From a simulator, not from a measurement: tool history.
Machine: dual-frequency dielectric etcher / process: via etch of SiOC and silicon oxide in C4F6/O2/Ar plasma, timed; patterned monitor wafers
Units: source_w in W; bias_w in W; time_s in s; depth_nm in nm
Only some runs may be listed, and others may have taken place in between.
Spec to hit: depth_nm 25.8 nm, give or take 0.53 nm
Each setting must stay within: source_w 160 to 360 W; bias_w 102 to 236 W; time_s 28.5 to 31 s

run	hour	source_w	bias_w	time_s	depth_nm
1	0	260	169	31	29.589
2	7.3	260	146	31	27.917
3	8.3	250	144	31	27.564
4	10.5	270	144	31	28.388
5	13.8	310	144	31	29.467
6	15	350	144	31	31.095
7	22.5	320	137	31	29.401
8	26.2	300	132	31	28.621
9	32.8	280	127	31	27.274

4 next moves are on the table. One of them brings every result within its allowed miss. Which?
A	39.4	300	117	31	?
B	39.4	270	163	30.5	?
C	39.4	280	126	29.5	?
D	39.4	360	115	31	?

move	depth_nm
A	27.236
B	29.091
C	25.958
D	28.942
A: no better and no worse than the last run
B: moves away from the targets compared with the last run
C: every result lands within tolerance
D: moves away from the targets compared with the last run
The move that meets every target is C.
